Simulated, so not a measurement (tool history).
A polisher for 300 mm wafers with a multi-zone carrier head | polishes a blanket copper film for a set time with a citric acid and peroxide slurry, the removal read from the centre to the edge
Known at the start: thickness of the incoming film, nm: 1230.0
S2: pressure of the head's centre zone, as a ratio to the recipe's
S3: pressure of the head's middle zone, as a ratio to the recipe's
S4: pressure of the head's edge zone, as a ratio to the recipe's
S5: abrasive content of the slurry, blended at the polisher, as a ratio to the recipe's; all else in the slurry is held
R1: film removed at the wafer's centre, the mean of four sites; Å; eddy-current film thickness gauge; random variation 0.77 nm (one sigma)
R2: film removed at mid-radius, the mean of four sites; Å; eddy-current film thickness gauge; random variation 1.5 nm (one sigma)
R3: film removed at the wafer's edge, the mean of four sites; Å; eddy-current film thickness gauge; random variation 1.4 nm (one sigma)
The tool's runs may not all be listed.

Run 1, hour 0: flow of slurry (ml/min) 125, S2 1, S3 1, S4 1, S5 1, polishing time (s) 49. Result: R1 959.3 Å, R2 999.66 Å, R3 1006.9 Å.
Run 2, hour 2.5: flow of slurry (ml/min) 145, S2 1.01, S3 1.06, S4 1.02, S5 1.05, polishing time (s) 49. Result: R1 1026.5 Å, R2 1062.3 Å, R3 999.52 Å.
Run 3, hour 10.6: flow of slurry (ml/min) 145, S2 0.99, S3 1.09, S4 1.02, S5 1.2, polishing time (s) 51. Result: R1 1091.7 Å, R2 1202.1 Å, R3 1098.5 Å.
Run 4, hour 11.5: flow of slurry (ml/min) 145, S2 0.99, S3 1.09, S4 1.02, S5 1.2, polishing time (s) 43. Result: R1 906.06 Å, R2 1004.3 Å, R3 906.51 Å.
Run 5, hour 13.5: flow of slurry (ml/min) 170, S2 0.99, S3 1.09, S4 1.02, S5 1.2, polishing time (s) 43. Result: R1 946.46 Å, R2 1015.8 Å, R3 932.54 Å.
Run 6, hour 18.7: flow of slurry (ml/min) 165, S2 0.99, S3 1.11, S4 1.03, S5 1.3, polishing time (s) 46. Result: R1 1017.9 Å, R2 1150 Å, R3 1047.8 Å.
Run 7, hour 21.9: flow of slurry (ml/min) 190, S2 1.06, S3 1.19, S4 1.07, S5 1.45, polishing time (s) 46. Result: R1 1135.2 Å, R2 1246.8 Å, R3 1092.5 Å.
Run 8, hour 25.8: flow of slurry (ml/min) 190, S2 1.05, S3 1.19, S4 1.06, S5 1.45, polishing time (s) 47. Result: R1 1151.2 Å, R2 1311.2 Å, R3 1148 Å.
Run 9, hour 31.2: flow of slurry (ml/min) 195, S2 1.05, S3 1.19, S4 1.02, S5 1.5, polishing time (s) 47. Result: R1 1164.2 Å, R2 1310.3 Å, R3 1139 Å.
Run 10, hour 38.4: flow of slurry (ml/min) 195, S2 1.05, S3 1.19, S4 1.02, S5 1.5, polishing time (s) 47. Result: R1 1162.4 Å, R2 1336 Å, R3 1104 Å.

Run 11 comes next. What will it give?
Run 11, hour 41.4: flow of slurry (ml/min) 195, S2 1.05, S3 1.19, S4 1.03, S5 1.5, polishing time (s) 47. Result: R1 ?, R2 ?, R3 ?.

R1: 1163.4 Å
R2: 1321.4 Å
R3: 1120.1 Å
